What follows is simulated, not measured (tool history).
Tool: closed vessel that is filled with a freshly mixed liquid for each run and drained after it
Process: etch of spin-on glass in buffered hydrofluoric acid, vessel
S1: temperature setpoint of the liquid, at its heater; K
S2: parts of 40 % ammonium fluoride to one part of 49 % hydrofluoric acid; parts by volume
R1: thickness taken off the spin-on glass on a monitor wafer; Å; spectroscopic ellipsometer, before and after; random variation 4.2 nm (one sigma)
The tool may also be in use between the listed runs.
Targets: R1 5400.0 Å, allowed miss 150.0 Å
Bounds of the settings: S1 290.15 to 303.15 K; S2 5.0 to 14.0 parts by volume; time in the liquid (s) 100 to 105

Run 1, hour 0.0: S1 295.15 K, S2 8.5 parts by volume, time in the liquid (s) 100. Result: R1 4053.7 Å.
Run 2, hour 2.1: S1 296.65 K, S2 8.5 parts by volume, time in the liquid (s) 100. Result: R1 4394.2 Å.
Run 3, hour 7.0: S1 297.65 K, S2 8.5 parts by volume, time in the liquid (s) 100. Result: R1 4549.6 Å.
Run 4, hour 9.0: S1 298.65 K, S2 8.5 parts by volume, time in the liquid (s) 100. Result: R1 4894.1 Å.
Run 5, hour 17.6: S1 298.65 K, S2 8.5 parts by volume, time in the liquid (s) 105. Result: R1 5148.5 Å.
Run 6, hour 19.3: S1 297.15 K, S2 8.5 parts by volume, time in the liquid (s) 105. Result: R1 4696.5 Å.
Run 7, hour 28.2: S1 297.65 K, S2 8.5 parts by volume, time in the liquid (s) 105. Result: R1 4839.1 Å.
Run 8, hour 32.9: S1 298.15 K, S2 8.5 parts by volume, time in the liquid (s) 105. Result: R1 4958.0 Å.
Run 9, hour 34.6: S1 298.65 K, S2 8.5 parts by volume, time in the liquid (s) 105. Result: R1 5122.6 Å.

5 next moves are on the table. One of them brings every result within its allowed miss. Which?
Run A, hour 36.3: S1 300.65 K, S2 8.5 parts by volume, time in the liquid (s) 105. Result: R1 ?.
Run B, hour 36.3: S1 299.65 K, S2 9.0 parts by volume, time in the liquid (s) 100. Result: R1 ?.
Run C, hour 36.3: S1 300.65 K, S2 8.5 parts by volume, time in the liquid (s) 100. Result: R1 ?.
Run D, hour 36.3: S1 300.15 K, S2 9.0 parts by volume, time in the liquid (s) 100. Result: R1 ?.
Run E, hour 36.3: S1 297.65 K, S2 8.5 parts by volume, time in the liquid (s) 105. Result: R1 ?.

move      R1
   A  5705.0
   B  4840.9
   C  5433.3
   D  4972.2
   E  4855.0
A: takes the result that was furthest off past its target
B: further off than the last run
C: meets every target
D: further off than the last run
E: further off than the last run
Answer: C

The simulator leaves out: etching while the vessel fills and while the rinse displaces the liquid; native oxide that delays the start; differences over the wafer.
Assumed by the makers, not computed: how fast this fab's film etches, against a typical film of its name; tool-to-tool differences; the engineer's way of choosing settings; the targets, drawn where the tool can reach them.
